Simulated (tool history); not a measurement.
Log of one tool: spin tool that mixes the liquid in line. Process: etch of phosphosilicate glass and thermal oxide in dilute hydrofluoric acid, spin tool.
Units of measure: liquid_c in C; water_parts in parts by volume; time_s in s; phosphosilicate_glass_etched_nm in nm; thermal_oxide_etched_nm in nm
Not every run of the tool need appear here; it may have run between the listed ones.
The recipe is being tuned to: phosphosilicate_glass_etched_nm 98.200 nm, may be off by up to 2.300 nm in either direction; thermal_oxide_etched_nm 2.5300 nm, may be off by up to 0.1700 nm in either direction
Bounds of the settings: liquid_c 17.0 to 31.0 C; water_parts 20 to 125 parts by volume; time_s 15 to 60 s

run,hour,liquid_c,water_parts,time_s,phosphosilicate_glass_etched_nm,thermal_oxide_etched_nm
1,0.0,23.0,70,30,71.486,1.9188
2,1.7,23.5,70,30,72.699,1.8083
3,10.3,23.5,60,30,85.905,2.2049
4,13.2,23.5,60,45,129.730,3.3362
5,22.0,23.0,60,45,126.450,3.1382
6,30.0,22.5,60,45,124.080,3.1994
7,31.2,22.0,60,45,121.160,3.1568
8,38.2,20.5,65,45,104.930,2.6464
9,46.4,20.0,65,45,102.030,2.6791

Consider the 4 candidate settings below. Which is the only one whose results all fall within their allowed miss of target?
A,54.6,19.5,55,40,?,?
B,54.6,22.0,80,50,?,?
C,54.6,18.0,40,30,?,?
D,54.6,20.5,65,45,?,?

move,phosphosilicate_glass_etched_nm,thermal_oxide_etched_nm
A,107.200,2.7224
B,99.241,2.5203
C,105.480,2.6787
D,105.190,2.6713
A: the biggest miss grows against the last run
B: every result lands within tolerance
C: the biggest miss grows against the last run
D: the biggest miss grows against the last run
Answer: B
